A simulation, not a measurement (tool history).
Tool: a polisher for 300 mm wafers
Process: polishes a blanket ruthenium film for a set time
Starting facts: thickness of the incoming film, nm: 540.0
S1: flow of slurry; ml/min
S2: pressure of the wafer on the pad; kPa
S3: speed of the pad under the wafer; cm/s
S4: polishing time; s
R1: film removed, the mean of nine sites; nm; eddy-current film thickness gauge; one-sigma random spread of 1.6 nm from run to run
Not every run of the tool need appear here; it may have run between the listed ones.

| run | hour | S1 | S2 | S3 | S4 | R1 |
|---|---|---|---|---|---|---|
| 1 | 0.0 | 140 | 14.5 | 108 | 85 | 93.076 |
| 2 | 6.2 | 140 | 13.1 | 108 | 85 | 87.372 |
| 3 | 14.6 | 160 | 13.1 | 108 | 85 | 86.616 |
| 4 | 19.2 | 160 | 13.1 | 134 | 85 | 107.600 |
| 5 | 27.1 | 160 | 13.1 | 118 | 85 | 93.807 |
| 6 | 33.5 | 130 | 13.1 | 118 | 85 | 93.522 |
| 7 | 42.3 | 130 | 13.8 | 118 | 85 | 94.575 |
| 8 | 46.7 | 130 | 14.5 | 118 | 85 | 98.363 |

Estimate the outcome of run 9 from the log above:
| 9 | 52.7 | 130 | 15.2 | 118 | 85 | ? |

Run 9 came out at R1 101.580 nm.

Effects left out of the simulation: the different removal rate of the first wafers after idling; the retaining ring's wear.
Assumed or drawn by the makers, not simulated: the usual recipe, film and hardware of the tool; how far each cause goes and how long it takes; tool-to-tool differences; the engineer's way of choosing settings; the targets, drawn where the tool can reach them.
